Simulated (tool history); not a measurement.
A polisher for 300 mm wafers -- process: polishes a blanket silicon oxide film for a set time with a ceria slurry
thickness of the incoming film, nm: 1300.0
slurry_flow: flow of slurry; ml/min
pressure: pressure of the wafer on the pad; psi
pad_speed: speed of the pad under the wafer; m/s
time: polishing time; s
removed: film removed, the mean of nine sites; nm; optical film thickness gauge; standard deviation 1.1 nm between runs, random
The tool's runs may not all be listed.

run 1 hour=0.0 | slurry_flow=140 pressure=2.7 pad_speed=1.08 time=32 | removed=118.98
run 2 hour=6.8 | slurry_flow=135 pressure=2.5 pad_speed=1.08 time=32 | removed=108.89
run 3 hour=10.8 | slurry_flow=130 pressure=2.4 pad_speed=1.08 time=32 | removed=103.15
run 4 hour=14.8 | slurry_flow=150 pressure=2.4 pad_speed=1.08 time=32 | removed=109.02
run 5 hour=19.4 | slurry_flow=140 pressure=2.4 pad_speed=1.08 time=32 | removed=108.24
run 6 hour=20.8 | slurry_flow=130 pressure=2.4 pad_speed=1.08 time=32 | removed=104.59
-- hour=22.3 slurry nozzle cleaned
run 7 hour=22.3 | slurry_flow=105 pressure=2.3 pad_speed=1.08 time=32 | removed=109.56

For run 8, what comes out?
run 8 hour=29.4 | slurry_flow=115 pressure=2.2 pad_speed=1.08 time=32 | removed=?

For run 8 the tool returned removed 104.65 nm.
